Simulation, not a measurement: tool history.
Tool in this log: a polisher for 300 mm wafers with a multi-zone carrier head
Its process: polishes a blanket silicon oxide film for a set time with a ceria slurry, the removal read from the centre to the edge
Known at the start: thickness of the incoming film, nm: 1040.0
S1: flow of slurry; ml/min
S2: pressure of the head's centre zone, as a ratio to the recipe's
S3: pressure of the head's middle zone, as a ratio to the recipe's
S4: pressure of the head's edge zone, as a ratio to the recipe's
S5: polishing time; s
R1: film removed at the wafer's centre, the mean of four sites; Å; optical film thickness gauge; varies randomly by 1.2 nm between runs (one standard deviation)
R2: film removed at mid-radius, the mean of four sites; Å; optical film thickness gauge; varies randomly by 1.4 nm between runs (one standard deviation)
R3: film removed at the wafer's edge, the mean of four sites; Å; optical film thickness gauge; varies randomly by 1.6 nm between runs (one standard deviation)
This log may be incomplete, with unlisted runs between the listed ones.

run	day	S1	S2	S3	S4	S5	R1	R2	R3
1	0	205	1	1	1	60	2524.3	2592.2	2620
2	0.167	205	1	0.91	1	60	2511	2437.4	2551.4
3	0.196	205	1.05	0.91	1	60	2666.1	2435.9	2534.4
4	0.45	205	1.05	0.91	0.94	60	2631	2440.6	2534.1
5	0.754	180	1.09	0.89	0.9	49	2199.7	1904.1	1972.9
6	1.058	180	1.09	0.89	0.85	49	2221.4	1981.6	1918.7
7	1.412	170	1.09	0.87	0.85	43	1925.1	1677.8	1721.1
8	1.746	170	1.11	0.87	0.84	39	1759.8	1533.7	1515.7
9	1.988	170	1.12	0.85	0.84	37	1722.8	1433.2	1442

Expected results for the next run?
10	2.096	170	1.12	0.84	0.83	36	?	?	?

{"run 10": {"R1": 1675.6, "R2": 1361.5, "R3": 1389.5}}
